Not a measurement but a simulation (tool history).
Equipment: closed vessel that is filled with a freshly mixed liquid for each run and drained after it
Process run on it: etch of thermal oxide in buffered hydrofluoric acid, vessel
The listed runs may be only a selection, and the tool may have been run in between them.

| run | day | temperature setpoint of the liquid (C) | parts of 40 % ammonium fluoride to one part of 49 % hydrofluoric acid (parts by volume) | time in the liquid (s) | thickness taken off the thermal oxide on a monitor wafer (Å) |
|---|---|---|---|---|---|
| 1 | 0.000 | 21.0 | 15.0 | 30 | 178.42 |
| 2 | 0.246 | 21.0 | 12.0 | 30 | 222.70 |
| 3 | 0.312 | 21.0 | 10.5 | 30 | 254.44 |
| 4 | 0.667 | 19.5 | 10.5 | 30 | 231.63 |
| 5 | 0.975 | 17.0 | 10.5 | 30 | 202.09 |
| 6 | 1.171 | 17.0 | 8.5 | 30 | 241.73 |

Estimate the outcome of run 7 from the log above:
| 7 | 1.221 | 21.0 | 8.5 | 30 | ? |

thickness taken off the thermal oxide on a monitor wafer (Å): 300.72

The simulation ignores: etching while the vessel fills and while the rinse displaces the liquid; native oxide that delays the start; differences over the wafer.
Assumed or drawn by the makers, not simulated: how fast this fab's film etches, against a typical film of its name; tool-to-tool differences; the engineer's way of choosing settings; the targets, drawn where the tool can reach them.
